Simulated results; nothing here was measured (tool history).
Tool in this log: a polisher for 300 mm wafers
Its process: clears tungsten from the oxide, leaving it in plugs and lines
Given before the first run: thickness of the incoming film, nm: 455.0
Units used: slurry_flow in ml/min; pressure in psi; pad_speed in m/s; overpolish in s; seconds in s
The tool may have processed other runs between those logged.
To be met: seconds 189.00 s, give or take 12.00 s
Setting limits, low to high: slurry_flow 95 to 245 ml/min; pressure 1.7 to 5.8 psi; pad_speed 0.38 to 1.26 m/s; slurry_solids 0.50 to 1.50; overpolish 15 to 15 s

run,hour,slurry_flow,pressure,pad_speed,slurry_solids,overpolish,seconds
1,0.0,155,3.7,0.82,1.00,15,126.97
2,2.0,155,3.7,0.82,1.10,15,125.52
3,5.3,155,3.4,0.82,1.10,15,133.71
4,10.2,155,3.1,0.82,1.10,15,149.53
5,18.8,155,3.1,0.82,1.25,15,140.27
6,25.6,155,3.1,0.68,1.25,15,161.98
7,30.9,155,3.0,0.68,1.25,15,167.38
8,39.5,155,2.9,0.68,1.25,15,173.22

5 candidate next runs follow, results not yet known. Just one meets every target within its allowed miss. Identify it.
A,48.1,130,2.5,0.58,1.20,15,?
B,48.1,165,2.0,0.78,1.20,15,?
C,48.1,195,2.2,0.78,1.50,15,?
D,48.1,190,2.9,0.72,1.15,15,?
E,48.1,135,2.7,0.56,1.25,15,?

move,seconds
A,225.41
B,222.00
C,185.93
D,163.51
E,210.18
A: pushes the last run's worst result past its target
B: pushes the last run's worst result past its target
C: all results land within tolerance of their targets
D: misses by more than the last run did
E: pushes the last run's worst result past its target
C meets every target.
